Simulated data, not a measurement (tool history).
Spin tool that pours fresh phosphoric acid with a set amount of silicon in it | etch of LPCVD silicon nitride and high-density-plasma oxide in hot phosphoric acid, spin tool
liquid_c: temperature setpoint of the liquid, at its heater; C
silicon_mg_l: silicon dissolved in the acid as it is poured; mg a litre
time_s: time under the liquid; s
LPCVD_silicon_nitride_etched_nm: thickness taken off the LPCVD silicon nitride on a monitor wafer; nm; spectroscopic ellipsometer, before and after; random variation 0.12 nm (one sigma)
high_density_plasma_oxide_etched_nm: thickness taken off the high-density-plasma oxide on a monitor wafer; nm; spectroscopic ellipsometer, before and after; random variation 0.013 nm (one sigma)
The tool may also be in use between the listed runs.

run	day	liquid_c	silicon_mg_l	time_s	LPCVD_silicon_nitride_etched_nm	high_density_plasma_oxide_etched_nm
1	0.000	160.0	24.0	180	17.095	0.34245
2	0.058	159.5	24.5	180	16.666	0.35885
3	0.212	159.0	26.5	180	16.505	0.34938
4	0.504	159.0	26.5	215	19.820	0.40707
5	0.875	160.0	26.5	215	20.394	0.44913
6	1.208	159.5	28.0	205	19.217	0.37391
7	1.254	159.0	29.0	200	18.697	0.33237
8	1.421	158.5	29.0	195	17.382	0.30916

The next listed run, before its measurement:
9	1.621	158.0	29.0	195	?	?

Run 9 gave LPCVD_silicon_nitride_etched_nm 17.279 nm, high_density_plasma_oxide_etched_nm 0.26747 nm.

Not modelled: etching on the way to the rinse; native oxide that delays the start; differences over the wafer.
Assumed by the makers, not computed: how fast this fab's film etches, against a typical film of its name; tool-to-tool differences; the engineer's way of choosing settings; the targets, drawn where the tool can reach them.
